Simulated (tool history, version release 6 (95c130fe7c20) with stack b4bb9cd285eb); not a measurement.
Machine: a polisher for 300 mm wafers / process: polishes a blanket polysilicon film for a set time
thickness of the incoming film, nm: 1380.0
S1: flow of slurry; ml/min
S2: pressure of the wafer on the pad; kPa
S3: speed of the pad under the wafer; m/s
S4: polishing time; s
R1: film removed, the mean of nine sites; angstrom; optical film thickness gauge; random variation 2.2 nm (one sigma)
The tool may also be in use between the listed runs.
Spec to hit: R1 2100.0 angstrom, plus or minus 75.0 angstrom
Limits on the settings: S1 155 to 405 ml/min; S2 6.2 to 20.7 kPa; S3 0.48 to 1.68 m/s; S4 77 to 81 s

Run 1, hour 0.0: S1 260 ml/min, S2 13.1 kPa, S3 1.08 m/s, S4 77 s. Result: R1 3965.3 angstrom.
Run 2, hour 1.4: S1 260 ml/min, S2 15.2 kPa, S3 1.08 m/s, S4 77 s. Result: R1 4481.5 angstrom.
Run 3, hour 7.1: S1 320 ml/min, S2 15.2 kPa, S3 1.08 m/s, S4 77 s. Result: R1 4593.2 angstrom.
Run 4, hour 10.2: S1 320 ml/min, S2 13.1 kPa, S3 1.02 m/s, S4 77 s. Result: R1 3787.7 angstrom.
Run 5, hour 14.3: S1 320 ml/min, S2 11.7 kPa, S3 0.98 m/s, S4 77 s. Result: R1 3306.9 angstrom.
Run 6, hour 16.2: S1 320 ml/min, S2 10.3 kPa, S3 0.96 m/s, S4 77 s. Result: R1 2973.0 angstrom.
Run 7, hour 21.3: S1 320 ml/min, S2 9.7 kPa, S3 0.94 m/s, S4 77 s. Result: R1 2718.0 angstrom.
Run 8, hour 22.5: S1 320 ml/min, S2 9.0 kPa, S3 0.94 m/s, S4 77 s. Result: R1 2549.1 angstrom.
Run 9, hour 25.7: S1 320 ml/min, S2 8.3 kPa, S3 0.94 m/s, S4 77 s. Result: R1 2383.2 angstrom.
Run 10, hour 28.9: S1 315 ml/min, S2 6.2 kPa, S3 0.94 m/s, S4 77 s. Result: R1 1855.7 angstrom.
Run 11, hour 36.9: S1 330 ml/min, S2 6.2 kPa, S3 0.94 m/s, S4 77 s. Result: R1 1894.5 angstrom.
Run 12, hour 42.2: S1 355 ml/min, S2 7.6 kPa, S3 0.94 m/s, S4 77 s. Result: R1 2265.3 angstrom.
Run 13, hour 46.0: S1 345 ml/min, S2 7.6 kPa, S3 0.94 m/s, S4 77 s. Result: R1 2211.4 angstrom.
Run 14, hour 54.2: S1 340 ml/min, S2 7.6 kPa, S3 0.94 m/s, S4 77 s. Result: R1 2207.1 angstrom.
Run 15, hour 54.9: S1 335 ml/min, S2 7.6 kPa, S3 0.94 m/s, S4 77 s. Result: R1 2252.5 angstrom.
Run 16, hour 57.9: S1 325 ml/min, S2 7.6 kPa, S3 0.94 m/s, S4 77 s. Result: R1 2189.2 angstrom.
Run 17, hour 64.3: S1 320 ml/min, S2 7.6 kPa, S3 0.94 m/s, S4 77 s. Result: R1 2213.8 angstrom.

Which of these 5 next moves meets every target?
Run A, hour 70.7: S1 355 ml/min, S2 6.2 kPa, S3 0.94 m/s, S4 77 s. Result: R1 ?.
Run B, hour 70.7: S1 320 ml/min, S2 11.0 kPa, S3 0.66 m/s, S4 81 s. Result: R1 ?.
Run C, hour 70.7: S1 295 ml/min, S2 6.2 kPa, S3 1.08 m/s, S4 77 s. Result: R1 ?.
Run D, hour 70.7: S1 335 ml/min, S2 6.9 kPa, S3 1.06 m/s, S4 77 s. Result: R1 ?.
Run E, hour 70.7: S1 295 ml/min, S2 6.2 kPa, S3 1.14 m/s, S4 77 s. Result: R1 ?.

move      R1
   A  1895.5
   B  2287.3
   C  2133.9
   D  2308.3
   E  2248.9
A: the result that was furthest off in the last run now lies on the other side of its target
B: moves away from the targets compared with the last run
C: in spec on every target
D: moves away from the targets compared with the last run
E: moves away from the targets compared with the last run
Move C is the one to make.

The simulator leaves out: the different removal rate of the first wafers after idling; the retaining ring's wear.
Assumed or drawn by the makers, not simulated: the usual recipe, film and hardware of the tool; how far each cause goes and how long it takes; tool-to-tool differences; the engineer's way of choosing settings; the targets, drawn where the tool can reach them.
